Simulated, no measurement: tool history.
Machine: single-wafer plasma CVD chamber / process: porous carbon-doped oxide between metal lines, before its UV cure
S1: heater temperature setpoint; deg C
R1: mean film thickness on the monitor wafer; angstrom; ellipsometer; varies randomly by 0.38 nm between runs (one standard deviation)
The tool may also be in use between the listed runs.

run 1 hour=0 | S1=310 RF_power_(W)=490 deposition_time_(s)=24.2 | R1=1235.3
run 2 hour=2.7 | S1=310 RF_power_(W)=435 deposition_time_(s)=24.2 | R1=1098.1
run 3 hour=8.7 | S1=310 RF_power_(W)=410 deposition_time_(s)=24.2 | R1=1030.2
run 4 hour=14.8 | S1=310 RF_power_(W)=410 deposition_time_(s)=24.9 | R1=1067.4
run 5 hour=21.1 | S1=310 RF_power_(W)=410 deposition_time_(s)=24.9 | R1=1062.3
run 6 hour=29.8 | S1=304 RF_power_(W)=410 deposition_time_(s)=24.9 | R1=1101.8
run 7 hour=34.4 | S1=306 RF_power_(W)=410 deposition_time_(s)=24.9 | R1=1083.1

Run 8 has not been measured yet. What should we expect?
run 8 hour=36.9 | S1=308 RF_power_(W)=410 deposition_time_(s)=24.9 | R1=?

{"run 8": {"R1": 1077.7}}

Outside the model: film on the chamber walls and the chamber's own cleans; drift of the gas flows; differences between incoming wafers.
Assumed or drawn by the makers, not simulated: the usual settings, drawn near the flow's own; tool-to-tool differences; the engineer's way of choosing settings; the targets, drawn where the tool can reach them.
